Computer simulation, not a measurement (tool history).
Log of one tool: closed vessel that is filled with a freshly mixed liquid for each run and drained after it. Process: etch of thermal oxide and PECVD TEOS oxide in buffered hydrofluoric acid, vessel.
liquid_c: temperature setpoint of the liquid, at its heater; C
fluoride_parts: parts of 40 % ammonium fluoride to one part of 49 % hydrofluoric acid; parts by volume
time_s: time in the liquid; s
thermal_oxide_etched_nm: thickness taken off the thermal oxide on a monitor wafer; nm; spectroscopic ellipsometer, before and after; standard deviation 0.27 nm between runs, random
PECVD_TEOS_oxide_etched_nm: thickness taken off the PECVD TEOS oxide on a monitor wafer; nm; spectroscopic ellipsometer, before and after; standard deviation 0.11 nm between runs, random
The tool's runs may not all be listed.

{"run": 1, "hour": 0.0, "liquid_c": 23, "fluoride_parts": 8, "time_s": 60, "thermal_oxide_etched_nm": 83.564, "PECVD_TEOS_oxide_etched_nm": 84.449}
{"run": 2, "hour": 6.0, "liquid_c": 23, "fluoride_parts": 9.5, "time_s": 60, "thermal_oxide_etched_nm": 70.899, "PECVD_TEOS_oxide_etched_nm": 71.437}
{"run": 3, "hour": 14.3, "liquid_c": 22, "fluoride_parts": 10, "time_s": 60, "thermal_oxide_etched_nm": 64.892, "PECVD_TEOS_oxide_etched_nm": 65.755}
{"run": 4, "hour": 21.4, "liquid_c": 22, "fluoride_parts": 10, "time_s": 40, "thermal_oxide_etched_nm": 43.051, "PECVD_TEOS_oxide_etched_nm": 43.468}
{"run": 5, "hour": 30.0, "liquid_c": 22, "fluoride_parts": 11, "time_s": 40, "thermal_oxide_etched_nm": 39.488, "PECVD_TEOS_oxide_etched_nm": 39.886}
{"run": 6, "hour": 36.4, "liquid_c": 22, "fluoride_parts": 11, "time_s": 50, "thermal_oxide_etched_nm": 49.063, "PECVD_TEOS_oxide_etched_nm": 50.036}
{"run": 7, "hour": 44.3, "liquid_c": 21.5, "fluoride_parts": 11, "time_s": 50, "thermal_oxide_etched_nm": 47.837, "PECVD_TEOS_oxide_etched_nm": 48.419}
{"run": 8, "hour": 46.1, "liquid_c": 21, "fluoride_parts": 11.5, "time_s": 50, "thermal_oxide_etched_nm": 44.801, "PECVD_TEOS_oxide_etched_nm": 44.94}
{"run": 9, "hour": 54.3, "liquid_c": 20.5, "fluoride_parts": 11.5, "time_s": 50, "thermal_oxide_etched_nm": 43.218, "PECVD_TEOS_oxide_etched_nm": 44.086}

What does the tool deliver on the next run?
{"run": 10, "hour": 62.9, "liquid_c": 20, "fluoride_parts": 11.5, "time_s": 50, "thermal_oxide_etched_nm": "?", "PECVD_TEOS_oxide_etched_nm": "?"}

{"run 10": {"thermal_oxide_etched_nm": 42.685, "PECVD_TEOS_oxide_etched_nm": 42.825}}

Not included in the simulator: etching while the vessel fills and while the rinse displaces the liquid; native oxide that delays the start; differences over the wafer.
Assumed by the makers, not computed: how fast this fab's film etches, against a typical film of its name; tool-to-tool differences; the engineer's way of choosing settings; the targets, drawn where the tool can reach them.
